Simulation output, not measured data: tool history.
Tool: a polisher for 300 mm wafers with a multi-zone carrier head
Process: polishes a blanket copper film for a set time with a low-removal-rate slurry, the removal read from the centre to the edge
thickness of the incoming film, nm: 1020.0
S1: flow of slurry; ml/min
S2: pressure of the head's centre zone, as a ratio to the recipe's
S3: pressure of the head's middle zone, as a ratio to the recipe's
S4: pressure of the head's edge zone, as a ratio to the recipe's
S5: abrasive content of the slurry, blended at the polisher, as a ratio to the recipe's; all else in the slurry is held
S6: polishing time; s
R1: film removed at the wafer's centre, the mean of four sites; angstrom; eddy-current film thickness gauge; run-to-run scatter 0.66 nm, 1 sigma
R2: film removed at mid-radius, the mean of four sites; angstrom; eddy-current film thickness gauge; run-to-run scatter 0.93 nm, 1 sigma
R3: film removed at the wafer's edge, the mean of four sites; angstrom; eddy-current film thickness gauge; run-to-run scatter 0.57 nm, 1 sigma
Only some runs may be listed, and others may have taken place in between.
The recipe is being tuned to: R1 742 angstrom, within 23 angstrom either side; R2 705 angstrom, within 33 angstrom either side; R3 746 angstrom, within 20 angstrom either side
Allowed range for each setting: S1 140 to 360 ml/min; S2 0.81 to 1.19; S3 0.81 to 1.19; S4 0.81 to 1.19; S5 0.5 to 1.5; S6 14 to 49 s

| run | hour | S1 | S2 | S3 | S4 | S5 | S6 | R1 | R2 | R3 |
|---|---|---|---|---|---|---|---|---|---|---|
| 1 | 0 | 230 | 1 | 1 | 1 | 1 | 31 | 592.35 | 602.35 | 616.12 |
| 2 | 5.4 | 230 | 1 | 1 | 1 | 1 | 28 | 544.14 | 551.88 | 550.3 |
| 3 | 8 | 230 | 1.05 | 1 | 1 | 1 | 28 | 557.58 | 551.52 | 549.85 |
| 4 | 12.9 | 230 | 1.05 | 1 | 1 | 0.8 | 28 | 525.71 | 513.86 | 520.93 |
| 5 | 13.8 | 230 | 1.05 | 1 | 1 | 0.8 | 33 | 617.8 | 585.73 | 620.34 |
| 6 | 19.4 | 280 | 1.05 | 1 | 1 | 0.8 | 33 | 632.41 | 609.13 | 621.46 |
| 7 | 22.6 | 275 | 1.06 | 1 | 1.04 | 0.9 | 33 | 658.38 | 642.76 | 654.7 |
| 8 | 24.1 | 270 | 1.08 | 0.99 | 1.08 | 0.95 | 33 | 678.82 | 645.56 | 676.19 |
| 9 | 30.8 | 270 | 1.09 | 0.99 | 1.11 | 1 | 33 | 697.52 | 631.6 | 692.37 |
| 10 | 38 | 310 | 1.08 | 1.09 | 1.16 | 1.15 | 34 | 744.42 | 775.96 | 777.57 |
| 11 | 42 | 300 | 1.09 | 1.07 | 1.15 | 1.15 | 34 | 747.27 | 750.44 | 770.3 |

Below are 5 possible settings for the next run. Only one of them brings all results inside the allowed miss of their targets. Which is it?
| A | 46 | 345 | 1.08 | 1.04 | 1.14 | 0.95 | 35 | ? | ? | ? |
| B | 46 | 345 | 1.08 | 1.17 | 1.1 | 1 | 36 | ? | ? | ? |
| C | 46 | 330 | 1.07 | 1.06 | 1.19 | 1.45 | 32 | ? | ? | ? |
| D | 46 | 275 | 0.99 | 1.12 | 1.19 | 1.15 | 36 | ? | ? | ? |
| E | 46 | 275 | 1.05 | 1.02 | 1.19 | 1.15 | 35 | ? | ? | ? |

| move | R1 | R2 | R3 |
|---|---|---|---|
| A | 736.75 | 725.3 | 752.19 |
| B | 769.66 | 826.6 | 769.84 |
| C | 748.55 | 754.07 | 789.08 |
| D | 720.79 | 815.04 | 821.2 |
| E | 739.96 | 739.26 | 799.31 |
A: every result lands within tolerance
B: the biggest miss grows against the last run
C: the biggest miss grows against the last run
D: the biggest miss grows against the last run
E: the biggest miss grows against the last run
A is the move that brings every result within its allowed miss.

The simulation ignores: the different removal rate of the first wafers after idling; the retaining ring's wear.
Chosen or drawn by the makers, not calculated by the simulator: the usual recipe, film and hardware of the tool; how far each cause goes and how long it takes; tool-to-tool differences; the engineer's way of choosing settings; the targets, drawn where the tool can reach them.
